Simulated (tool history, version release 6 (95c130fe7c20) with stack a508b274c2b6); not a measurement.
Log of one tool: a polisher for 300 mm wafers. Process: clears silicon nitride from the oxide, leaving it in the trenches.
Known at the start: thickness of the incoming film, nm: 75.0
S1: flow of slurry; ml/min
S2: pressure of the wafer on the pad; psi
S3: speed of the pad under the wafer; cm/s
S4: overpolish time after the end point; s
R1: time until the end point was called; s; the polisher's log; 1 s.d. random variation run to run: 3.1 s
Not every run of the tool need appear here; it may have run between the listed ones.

{"run": 1, "day": 0.0, "S1": 280, "S2": 3.1, "S3": 100, "S4": 9, "R1": 83.357}
{"run": 2, "day": 0.117, "S1": 280, "S2": 3.9, "S3": 100, "S4": 9, "R1": 66.752}
{"run": 3, "day": 0.217, "S1": 280, "S2": 3.5, "S3": 94, "S4": 9, "R1": 80.447}
{"run": 4, "day": 0.312, "S1": 240, "S2": 3.5, "S3": 94, "S4": 9, "R1": 81.872}
{"run": 5, "day": 0.608, "S1": 240, "S2": 3.2, "S3": 90, "S4": 9, "R1": 90.442}
{"run": 6, "day": 0.842, "S1": 240, "S2": 2.9, "S3": 84, "S4": 9, "R1": 109.06}

Run 7 is up next; what results do you expect?
{"run": 7, "day": 1.208, "S1": 240, "S2": 2, "S3": 78, "S4": 9, "R1": "?"}

{"run 7": {"R1": 168.67}}
